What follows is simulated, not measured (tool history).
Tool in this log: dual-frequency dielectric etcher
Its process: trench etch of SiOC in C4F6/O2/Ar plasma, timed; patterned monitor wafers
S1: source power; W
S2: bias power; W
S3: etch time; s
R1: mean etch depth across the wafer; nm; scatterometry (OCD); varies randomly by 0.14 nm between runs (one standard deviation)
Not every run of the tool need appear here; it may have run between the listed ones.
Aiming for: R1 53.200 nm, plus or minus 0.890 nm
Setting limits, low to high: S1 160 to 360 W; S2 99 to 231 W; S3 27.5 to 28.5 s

run	day	S1	S2	S3	R1
1	0.000	260	165	27.5	46.157
2	0.292	280	167	27.5	47.588
3	0.592	290	169	27.5	48.417
4	0.796	290	169	28.5	50.259
5	1.112	300	170	28.5	51.170
6	1.433	310	171	28.5	51.905
7	1.517	310	172	28.5	51.845
8	1.671	310	173	28.5	52.092

Pick the move, out of 4, that brings all results within their allowed miss; only one does.
A	1.825	300	184	28.0	?
B	1.825	300	174	28.0	?
C	1.825	280	187	28.0	?
D	1.825	330	191	27.5	?

move	R1
A	51.213
B	50.256
C	50.217
D	52.749
A: its largest miss is bigger than the last run's
B: its largest miss is bigger than the last run's
C: its largest miss is bigger than the last run's
D: each result inside its tolerance
So the answer is move D, the one that meets all the targets.

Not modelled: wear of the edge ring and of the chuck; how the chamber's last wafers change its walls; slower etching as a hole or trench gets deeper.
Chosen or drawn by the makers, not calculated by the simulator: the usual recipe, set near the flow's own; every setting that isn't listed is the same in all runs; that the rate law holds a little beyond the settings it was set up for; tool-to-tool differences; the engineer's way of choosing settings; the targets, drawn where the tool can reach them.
